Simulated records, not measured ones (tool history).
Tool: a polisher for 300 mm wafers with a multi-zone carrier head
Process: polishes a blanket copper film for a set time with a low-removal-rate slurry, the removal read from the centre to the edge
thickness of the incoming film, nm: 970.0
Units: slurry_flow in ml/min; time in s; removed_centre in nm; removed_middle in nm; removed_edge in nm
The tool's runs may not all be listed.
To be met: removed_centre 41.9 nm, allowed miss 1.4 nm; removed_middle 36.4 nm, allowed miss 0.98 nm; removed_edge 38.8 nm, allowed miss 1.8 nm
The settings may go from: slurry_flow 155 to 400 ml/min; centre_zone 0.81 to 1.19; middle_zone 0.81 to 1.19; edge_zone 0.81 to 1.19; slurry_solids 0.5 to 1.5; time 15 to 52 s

| run | hour | slurry_flow | centre_zone | middle_zone | edge_zone | slurry_solids | time | removed_centre | removed_middle | removed_edge |
|---|---|---|---|---|---|---|---|---|---|---|
| 1 | 0 | 255 | 1 | 1 | 1 | 1 | 33 | 86.729 | 86.387 | 84.446 |
| 2 | 0.8 | 255 | 1 | 1 | 0.94 | 1 | 33 | 89.049 | 85.573 | 81.557 |
| 3 | 4.4 | 255 | 1 | 1 | 0.94 | 1 | 27 | 71.636 | 69.988 | 65.772 |
| 4 | 8.8 | 255 | 1 | 0.96 | 0.94 | 1 | 27 | 70.556 | 68.001 | 66.443 |
| 5 | 11.9 | 255 | 1 | 0.9 | 0.94 | 1 | 27 | 70.364 | 65.758 | 66.26 |
| 6 | 14.8 | 240 | 1.01 | 0.88 | 0.94 | 0.9 | 25 | 64.036 | 56.611 | 59.538 |
| 7 | 19.9 | 235 | 1 | 0.87 | 0.92 | 0.85 | 24 | 60.996 | 52.677 | 56.953 |
| 8 | 26 | 245 | 0.99 | 0.88 | 0.9 | 0.8 | 22 | 53.662 | 48.292 | 49.619 |
| 9 | 29.1 | 240 | 0.98 | 0.87 | 0.89 | 0.75 | 22 | 52.158 | 46.466 | 48.537 |
| 10 | 36.4 | 240 | 0.97 | 0.86 | 0.88 | 0.7 | 22 | 51.923 | 46.053 | 47.371 |
| 11 | 37.2 | 230 | 0.96 | 0.85 | 0.87 | 0.65 | 22 | 48.675 | 44.309 | 45.545 |
| 12 | 38.2 | 225 | 0.96 | 0.84 | 0.87 | 0.6 | 22 | 47.853 | 42.024 | 45.078 |
| 13 | 44.6 | 225 | 0.96 | 0.83 | 0.86 | 0.6 | 22 | 48.002 | 42.274 | 44.294 |
| 14 | 52.7 | 220 | 0.96 | 0.83 | 0.86 | 0.6 | 22 | 46.385 | 42.138 | 44.667 |
| 15 | 56.1 | 220 | 0.96 | 0.83 | 0.86 | 0.6 | 21 | 45.595 | 40.088 | 42.303 |
| 16 | 56.9 | 210 | 0.96 | 0.83 | 0.85 | 0.6 | 21 | 44.34 | 39.693 | 40.937 |

4 next moves are on the table. One of them brings every result within its allowed miss. Which?
| A | 57.7 | 180 | 0.97 | 0.87 | 0.81 | 0.65 | 22 | ? | ? | ? |
| B | 57.7 | 245 | 0.92 | 0.82 | 0.92 | 0.5 | 22 | ? | ? | ? |
| C | 57.7 | 225 | 0.94 | 0.81 | 0.99 | 0.55 | 20 | ? | ? | ? |
| D | 57.7 | 245 | 0.98 | 0.84 | 0.88 | 0.7 | 18 | ? | ? | ? |

| move | removed_centre | removed_middle | removed_edge |
|---|---|---|---|
| A | 47.264 | 43.447 | 43.016 |
| B | 44.091 | 40.076 | 43.476 |
| C | 41.474 | 36.781 | 41.817 |
| D | 41.98 | 37.053 | 38.66 |
A: further off than the last run
B: further off than the last run
C: brings the result that was furthest off to its target, and leaves another outside
D: meets every target
Answer: D
